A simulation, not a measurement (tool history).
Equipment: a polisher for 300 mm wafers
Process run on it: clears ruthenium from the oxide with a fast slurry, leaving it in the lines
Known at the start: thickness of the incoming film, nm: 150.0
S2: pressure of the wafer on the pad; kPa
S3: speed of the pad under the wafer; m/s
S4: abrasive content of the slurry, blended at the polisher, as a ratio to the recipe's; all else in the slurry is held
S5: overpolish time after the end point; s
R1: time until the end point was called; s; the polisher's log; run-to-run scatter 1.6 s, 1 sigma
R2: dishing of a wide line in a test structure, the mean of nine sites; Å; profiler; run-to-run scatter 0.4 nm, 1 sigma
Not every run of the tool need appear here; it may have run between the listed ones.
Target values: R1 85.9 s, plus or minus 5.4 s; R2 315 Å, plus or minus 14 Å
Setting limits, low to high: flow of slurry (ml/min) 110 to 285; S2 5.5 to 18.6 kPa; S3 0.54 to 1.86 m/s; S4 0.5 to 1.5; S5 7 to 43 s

{"run": 1, "hour": 0.0, "flow of slurry (ml/min)": 180, "S2": 11.7, "S3": 1.18, "S4": 1, "S5": 22, "R1": 58.085, "R2": 555.16}
{"run": 2, "hour": 7.0, "flow of slurry (ml/min)": 180, "S2": 11.7, "S3": 1.18, "S4": 1, "S5": 15, "R1": 58.239, "R2": 379.55}
{"run": 3, "hour": 13.0, "flow of slurry (ml/min)": 180, "S2": 11.7, "S3": 1.18, "S4": 1, "S5": 11, "R1": 59.651, "R2": 280.88}
{"run": 4, "hour": 17.8, "flow of slurry (ml/min)": 180, "S2": 13.1, "S3": 1.18, "S4": 1, "S5": 11, "R1": 51.507, "R2": 317.24}
{"run": 5, "hour": 18.9, "flow of slurry (ml/min)": 180, "S2": 14.5, "S3": 1.18, "S4": 1, "S5": 11, "R1": 46.08, "R2": 341.7}
{"run": 6, "hour": 26.7, "flow of slurry (ml/min)": 175, "S2": 12.4, "S3": 1.18, "S4": 1, "S5": 13, "R1": 54.974, "R2": 349.04}
{"run": 7, "hour": 30.4, "flow of slurry (ml/min)": 175, "S2": 11, "S3": 1.18, "S4": 1, "S5": 14, "R1": 61.885, "R2": 344.18}
{"run": 8, "hour": 36.4, "flow of slurry (ml/min)": 175, "S2": 9.7, "S3": 1.18, "S4": 1, "S5": 14, "R1": 72.494, "R2": 297.66}

Exactly one of the 4 candidate moves below puts every result within its allowed miss. Which one?
{"run": "A", "hour": 42.4, "flow of slurry (ml/min)": 160, "S2": 7.6, "S3": 1.12, "S4": 0.9, "S5": 20, "R1": "?", "R2": "?"}
{"run": "B", "hour": 42.4, "flow of slurry (ml/min)": 185, "S2": 8.3, "S3": 1.24, "S4": 0.85, "S5": 18, "R1": "?", "R2": "?"}
{"run": "C", "hour": 42.4, "flow of slurry (ml/min)": 170, "S2": 11.7, "S3": 1.12, "S4": 1.05, "S5": 13, "R1": "?", "R2": "?"}
{"run": "D", "hour": 42.4, "flow of slurry (ml/min)": 165, "S2": 9, "S3": 0.9, "S4": 0.95, "S5": 21, "R1": "?", "R2": "?"}

move=A R1=101.7 R2=289.4
move=B R1=86.867 R2=303.96
move=C R1=59.777 R2=318.02
move=D R1=102.58 R2=300.53
A: moves the result that the last run missed by most past its target, out the other side
B: all results in spec
C: the biggest miss grows against the last run
D: moves the result that the last run missed by most past its target, out the other side
Move B is the one to make.

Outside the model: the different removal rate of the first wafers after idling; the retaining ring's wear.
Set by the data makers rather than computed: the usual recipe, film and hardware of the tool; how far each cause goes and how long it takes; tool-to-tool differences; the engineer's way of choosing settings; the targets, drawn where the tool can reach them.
